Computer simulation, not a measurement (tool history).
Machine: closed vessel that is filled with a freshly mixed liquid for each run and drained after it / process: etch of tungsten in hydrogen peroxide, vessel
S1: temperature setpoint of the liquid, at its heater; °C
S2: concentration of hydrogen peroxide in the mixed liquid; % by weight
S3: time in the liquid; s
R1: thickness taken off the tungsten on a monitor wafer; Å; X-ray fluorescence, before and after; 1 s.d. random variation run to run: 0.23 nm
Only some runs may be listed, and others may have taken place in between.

Run 1, hour 0.0: S1 48.0 °C, S2 21.0 % by weight, S3 95 s. Result: R1 656.35 Å.
Run 2, hour 8.5: S1 47.0 °C, S2 21.0 % by weight, S3 95 s. Result: R1 615.30 Å.
Run 3, hour 17.5: S1 51.0 °C, S2 21.0 % by weight, S3 95 s. Result: R1 785.25 Å.
Run 4, hour 19.2: S1 46.5 °C, S2 21.0 % by weight, S3 95 s. Result: R1 593.20 Å.
At hour 27.9: thermometer replaced.
Run 5, hour 27.9: S1 45.5 °C, S2 21.0 % by weight, S3 95 s. Result: R1 646.77 Å.
Run 6, hour 32.1: S1 43.5 °C, S2 20.5 % by weight, S3 95 s. Result: R1 560.77 Å.

Run 7, settings as shown, results not yet in. Your forecast:
Run 7, hour 35.7: S1 42.5 °C, S2 20.5 % by weight, S3 95 s. Result: R1 ?.

{"run 7": {"R1": 524.57}}
